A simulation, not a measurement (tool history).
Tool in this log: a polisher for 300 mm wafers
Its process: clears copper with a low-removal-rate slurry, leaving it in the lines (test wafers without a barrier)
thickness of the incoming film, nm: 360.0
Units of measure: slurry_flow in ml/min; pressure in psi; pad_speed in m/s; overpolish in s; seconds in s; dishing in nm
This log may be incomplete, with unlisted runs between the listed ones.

Run 1, day 0.000: slurry_flow 135 ml/min, pressure 2.4 psi, pad_speed 1.20 m/s, slurry_solids 1.0, overpolish 11 s. Result: seconds 114.400 s, dishing 26.419 nm.
Run 2, day 0.367: slurry_flow 135 ml/min, pressure 2.9 psi, pad_speed 1.20 m/s, slurry_solids 1.0, overpolish 11 s. Result: seconds 97.931 s, dishing 31.104 nm.
Run 3, day 0.683: slurry_flow 135 ml/min, pressure 2.9 psi, pad_speed 1.20 m/s, slurry_solids 1.0, overpolish 15 s. Result: seconds 95.958 s, dishing 41.436 nm.
Run 4, day 1.012: slurry_flow 135 ml/min, pressure 3.3 psi, pad_speed 1.20 m/s, slurry_solids 1.0, overpolish 15 s. Result: seconds 80.941 s, dishing 45.194 nm.
Run 5, day 1.275: slurry_flow 135 ml/min, pressure 3.3 psi, pad_speed 1.08 m/s, slurry_solids 1.0, overpolish 15 s. Result: seconds 96.692 s, dishing 42.254 nm.
Run 6, day 1.508: slurry_flow 135 ml/min, pressure 3.1 psi, pad_speed 1.08 m/s, slurry_solids 1.0, overpolish 13 s. Result: seconds 102.540 s, dishing 36.955 nm.
Run 7, day 1.625: slurry_flow 135 ml/min, pressure 2.8 psi, pad_speed 1.12 m/s, slurry_solids 1.0, overpolish 11 s. Result: seconds 106.610 s, dishing 28.770 nm.
Run 8, day 1.717: slurry_flow 135 ml/min, pressure 2.6 psi, pad_speed 1.12 m/s, slurry_solids 1.0, overpolish 10 s. Result: seconds 115.550 s, dishing 24.722 nm.

Run 9 is up next; what results do you expect?
Run 9, day 1.929: slurry_flow 135 ml/min, pressure 2.3 psi, pad_speed 1.10 m/s, slurry_solids 1.0, overpolish 8 s. Result: seconds ?, dishing ?.

seconds: 129.750 s
dishing: 17.295 nm
